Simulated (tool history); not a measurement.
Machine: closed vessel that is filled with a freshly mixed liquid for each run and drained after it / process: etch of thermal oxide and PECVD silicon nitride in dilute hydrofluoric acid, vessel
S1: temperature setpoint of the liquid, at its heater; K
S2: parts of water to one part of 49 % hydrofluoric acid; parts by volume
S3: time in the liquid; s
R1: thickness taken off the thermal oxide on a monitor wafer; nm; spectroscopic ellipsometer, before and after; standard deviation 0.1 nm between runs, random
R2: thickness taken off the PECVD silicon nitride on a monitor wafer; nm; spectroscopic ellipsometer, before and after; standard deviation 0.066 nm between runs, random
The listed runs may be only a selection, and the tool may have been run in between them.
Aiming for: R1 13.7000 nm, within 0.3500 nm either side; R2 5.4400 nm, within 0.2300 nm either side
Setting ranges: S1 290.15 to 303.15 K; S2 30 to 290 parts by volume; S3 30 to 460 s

run 1 hour=0.0 | S1=295.15 S2=160 S3=235 | R1=6.1057 R2=2.2022
run 2 hour=7.9 | S1=295.15 S2=160 S3=165 | R1=4.3403 R2=1.5215
run 3 hour=8.9 | S1=292.65 S2=160 S3=165 | R1=3.9576 R2=1.3168
run 4 hour=14.8 | S1=292.65 S2=160 S3=230 | R1=5.4751 R2=1.8030
run 5 hour=20.3 | S1=292.65 S2=215 S3=230 | R1=3.8692 R2=1.3434
run 6 hour=26.3 | S1=292.65 S2=215 S3=320 | R1=5.3821 R2=1.8889
run 7 hour=32.8 | S1=294.65 S2=185 S3=320 | R1=6.8474 R2=2.5091
run 8 hour=35.4 | S1=296.15 S2=160 S3=320 | R1=8.7937 R2=3.1424
run 9 hour=42.8 | S1=298.15 S2=150 S3=320 | R1=10.2150 R2=3.8027
run 10 hour=44.2 | S1=299.15 S2=145 S3=320 | R1=10.8950 R2=4.1026
run 11 hour=48.6 | S1=300.15 S2=140 S3=320 | R1=11.9510 R2=4.6752
run 12 hour=53.9 | S1=300.65 S2=135 S3=320 | R1=12.8040 R2=5.0520

Which of these 4 next moves meets every target?
run A hour=59.2 | S1=301.15 S2=140 S3=310 | R1=? R2=?
run B hour=59.2 | S1=302.15 S2=155 S3=365 | R1=? R2=?
run C hour=59.2 | S1=301.15 S2=185 S3=460 | R1=? R2=?
run D hour=59.2 | S1=300.15 S2=145 S3=390 | R1=? R2=?

move=A R1=11.9450 R2=4.7243
move=B R1=12.9280 R2=5.3418
move=C R1=12.6900 R2=5.2949
move=D R1=13.8940 R2=5.3888
A: the biggest miss grows against the last run
B: nearer than the last run, and not there yet
C: the biggest miss grows against the last run
D: meets every target
Correct choice: D, which meets every target
